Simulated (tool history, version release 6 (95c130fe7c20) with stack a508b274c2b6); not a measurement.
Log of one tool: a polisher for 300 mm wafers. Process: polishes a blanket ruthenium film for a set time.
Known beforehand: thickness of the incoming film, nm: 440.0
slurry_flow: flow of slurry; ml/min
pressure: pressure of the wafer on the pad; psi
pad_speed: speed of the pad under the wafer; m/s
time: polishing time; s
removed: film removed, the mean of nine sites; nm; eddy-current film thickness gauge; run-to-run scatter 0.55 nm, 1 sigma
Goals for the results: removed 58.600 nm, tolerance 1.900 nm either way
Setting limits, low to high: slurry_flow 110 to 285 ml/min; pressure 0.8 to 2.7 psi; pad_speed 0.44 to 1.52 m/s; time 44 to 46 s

Run 1, hour 0.0: slurry_flow 180 ml/min, pressure 1.7 psi, pad_speed 0.98 m/s, time 44 s. Result: removed 37.234 nm.
Run 2, hour 8.9: slurry_flow 185 ml/min, pressure 1.9 psi, pad_speed 0.98 m/s, time 44 s. Result: removed 40.020 nm.
Run 3, hour 12.3: slurry_flow 185 ml/min, pressure 1.9 psi, pad_speed 0.88 m/s, time 44 s. Result: removed 36.881 nm.
Run 4, hour 17.7: slurry_flow 185 ml/min, pressure 2.2 psi, pad_speed 0.90 m/s, time 44 s. Result: removed 41.885 nm.
Run 5, hour 20.8: slurry_flow 190 ml/min, pressure 2.4 psi, pad_speed 0.94 m/s, time 44 s. Result: removed 45.910 nm.
Run 6, hour 25.9: slurry_flow 190 ml/min, pressure 2.4 psi, pad_speed 0.94 m/s, time 44 s. Result: removed 46.132 nm.
Run 7, hour 33.2: slurry_flow 190 ml/min, pressure 2.5 psi, pad_speed 0.98 m/s, time 44 s. Result: removed 48.490 nm.
Run 8, hour 40.6: slurry_flow 190 ml/min, pressure 2.6 psi, pad_speed 1.04 m/s, time 44 s. Result: removed 51.835 nm.
Run 9, hour 49.0: slurry_flow 195 ml/min, pressure 2.6 psi, pad_speed 1.08 m/s, time 44 s. Result: removed 54.319 nm.
Run 10, hour 52.3: slurry_flow 195 ml/min, pressure 2.6 psi, pad_speed 1.10 m/s, time 44 s. Result: removed 54.815 nm.
Run 11, hour 54.8: slurry_flow 195 ml/min, pressure 2.6 psi, pad_speed 1.12 m/s, time 44 s. Result: removed 55.639 nm.

Exercise: of the 4 proposed moves below, exactly one satisfies all targets within the stated allowed misses. Which move is it?
Run A, hour 57.3: slurry_flow 220 ml/min, pressure 2.6 psi, pad_speed 1.02 m/s, time 44 s. Result: removed ?.
Run B, hour 57.3: slurry_flow 185 ml/min, pressure 2.6 psi, pad_speed 1.16 m/s, time 46 s. Result: removed ?.
Run C, hour 57.3: slurry_flow 170 ml/min, pressure 2.7 psi, pad_speed 1.02 m/s, time 46 s. Result: removed ?.
Run D, hour 57.3: slurry_flow 210 ml/min, pressure 2.4 psi, pad_speed 1.32 m/s, time 46 s. Result: removed ?.

move  removed
   A   52.384
   B   58.967
   C   54.500
   D   62.444
A: further off than the last run
B: all results land within tolerance of their targets
C: further off than the last run
D: takes the result that was furthest off past its target
B is the move that brings every result within its allowed miss.
